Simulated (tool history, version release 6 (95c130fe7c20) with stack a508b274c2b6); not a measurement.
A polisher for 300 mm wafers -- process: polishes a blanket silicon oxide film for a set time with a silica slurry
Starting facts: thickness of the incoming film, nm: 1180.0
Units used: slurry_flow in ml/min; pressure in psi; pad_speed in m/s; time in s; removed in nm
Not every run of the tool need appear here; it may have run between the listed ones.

run	hour	slurry_flow	pressure	pad_speed	slurry_solids	time	removed
1	0.0	130	4.8	1.20	1.0	33	118.510
2	1.4	125	4.5	1.20	1.0	33	111.880
3	8.3	125	4.3	1.20	1.0	33	105.890
4	15.8	125	4.3	1.20	0.8	33	94.576
5	18.3	125	4.2	1.20	0.8	33	92.468
6	23.3	125	4.2	1.20	1.0	33	105.130

What will run 7 give?
7	31.2	125	4.0	1.20	1.0	33	?

Logged for run 7: removed 100.870 nm.

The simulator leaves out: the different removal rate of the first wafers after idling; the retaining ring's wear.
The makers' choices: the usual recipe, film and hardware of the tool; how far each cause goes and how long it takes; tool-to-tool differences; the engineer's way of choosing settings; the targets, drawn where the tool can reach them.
